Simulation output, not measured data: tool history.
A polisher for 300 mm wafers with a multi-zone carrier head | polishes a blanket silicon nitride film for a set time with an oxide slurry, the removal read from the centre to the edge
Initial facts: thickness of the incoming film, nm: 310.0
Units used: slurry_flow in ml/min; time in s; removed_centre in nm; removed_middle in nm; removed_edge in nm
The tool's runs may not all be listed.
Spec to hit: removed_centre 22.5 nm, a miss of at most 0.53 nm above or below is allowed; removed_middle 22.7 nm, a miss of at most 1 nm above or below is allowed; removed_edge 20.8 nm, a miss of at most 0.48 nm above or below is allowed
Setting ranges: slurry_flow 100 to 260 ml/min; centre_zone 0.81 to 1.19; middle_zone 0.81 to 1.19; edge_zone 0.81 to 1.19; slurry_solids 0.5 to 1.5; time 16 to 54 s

run  hour  slurry_flow  centre_zone  middle_zone  edge_zone  slurry_solids  time  removed_centre  removed_middle  removed_edge
  1     0          165            1            1          1              1    35          23.376          23.858        24.032
  2   8.4          165         0.94            1          1              1    35           22.22          23.619        23.711
  3  13.8          165         0.94            1          1              1    30          18.776          20.645        20.171
  4  20.6          165         0.94            1          1            1.2    30          20.336          22.009        21.888
  5  24.1          165         0.94            1          1            1.1    30          19.551           21.21        21.102
  6  30.7          185         0.96            1       0.96            1.1    30           20.78           21.66        21.148
  7  32.1          195         0.97         1.01       0.93            1.1    30          20.831          22.346        20.967
  8  40.5          205         0.99            1       0.91            1.1    30          21.435          22.027        21.038
  9  41.7          205         0.99            1       0.91            1.1    30          21.534          22.283        20.759
 10    48          210            1            1        0.9            1.1    30          21.796          22.596        20.677

Below are 4 possible settings for the next run. Only one of them brings all results inside the allowed miss of their targets. Which is it?
  A  54.3          210         0.98            1       0.86            1.1    30               ?               ?             ?
  B  54.3          235         0.98         0.95       0.81            1.1    31               ?               ?             ?
  C  54.3          225         0.99         0.99       0.95           1.15    28               ?               ?             ?
  D  54.3          260         1.04         1.07       0.84           1.05    29               ?               ?             ?

move  removed_centre  removed_middle  removed_edge
   A          21.567          22.191        20.233
   B           22.65           22.46        20.599
   C          20.935          21.148        20.285
   D          22.358          22.648        19.338
A: further off than the last run
B: every result lands within tolerance
C: further off than the last run
D: corrects the largest miss of the last run, while another result sits out of spec
Move B is the one to make.
